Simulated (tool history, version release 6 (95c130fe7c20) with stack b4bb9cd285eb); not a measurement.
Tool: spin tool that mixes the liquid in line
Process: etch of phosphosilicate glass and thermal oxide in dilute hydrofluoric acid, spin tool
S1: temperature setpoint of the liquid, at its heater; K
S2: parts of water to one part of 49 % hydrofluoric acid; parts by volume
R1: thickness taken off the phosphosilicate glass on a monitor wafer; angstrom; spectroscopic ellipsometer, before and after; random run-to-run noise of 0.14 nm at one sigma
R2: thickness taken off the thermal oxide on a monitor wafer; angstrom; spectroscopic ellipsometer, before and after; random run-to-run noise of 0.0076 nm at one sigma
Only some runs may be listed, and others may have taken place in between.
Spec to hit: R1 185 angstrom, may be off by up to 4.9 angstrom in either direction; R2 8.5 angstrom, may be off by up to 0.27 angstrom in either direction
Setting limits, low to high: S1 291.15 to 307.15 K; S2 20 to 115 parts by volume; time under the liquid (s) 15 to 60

run 1 day=0 | S1=299.15 S2=65 time_under_the_liquid_(s)=30 | R1=532.31 R2=24.458
run 2 day=0.238 | S1=301.15 S2=65 time_under_the_liquid_(s)=30 | R1=584.43 R2=26.328
run 3 day=0.271 | S1=299.65 S2=75 time_under_the_liquid_(s)=30 | R1=463.71 R2=21.258
run 4 day=0.35 | S1=299.65 S2=95 time_under_the_liquid_(s)=30 | R1=350.73 R2=16.424
run 5 day=0.396 | S1=298.15 S2=100 time_under_the_liquid_(s)=30 | R1=321.74 R2=14.297
run 6 day=0.433 | S1=298.15 S2=85 time_under_the_liquid_(s)=30 | R1=381.13 R2=17.418
run 7 day=0.704 | S1=296.65 S2=90 time_under_the_liquid_(s)=30 | R1=332.22 R2=15.199
run 8 day=0.883 | S1=295.65 S2=95 time_under_the_liquid_(s)=30 | R1=304.79 R2=14.005
run 9 day=0.988 | S1=294.65 S2=100 time_under_the_liquid_(s)=30 | R1=276.95 R2=12.696
run 10 day=1.071 | S1=294.15 S2=105 time_under_the_liquid_(s)=30 | R1=255.27 R2=11.81
run 11 day=1.2 | S1=293.65 S2=105 time_under_the_liquid_(s)=30 | R1=248.49 R2=11.601

Which single option among these 4 for the next run brings every result within its allowed miss of target? Just one does.
run A day=1.329 | S1=293.65 S2=90 time_under_the_liquid_(s)=20 | R1=? R2=?
run B day=1.329 | S1=298.65 S2=115 time_under_the_liquid_(s)=20 | R1=? R2=?
run C day=1.329 | S1=297.15 S2=115 time_under_the_liquid_(s)=20 | R1=? R2=?
run D day=1.329 | S1=291.65 S2=115 time_under_the_liquid_(s)=25 | R1=? R2=?

move=A R1=199.28 R2=9.13
move=B R1=184.8 R2=8.4663
move=C R1=174.32 R2=7.9863
move=D R1=174.67 R2=8.0021
A: closes in on the targets versus the last run, not all within tolerance yet
B: all results land within tolerance of their targets
C: moves the result that the last run missed by most past its target, out the other side
D: moves the result that the last run missed by most past its target, out the other side
Answer: B
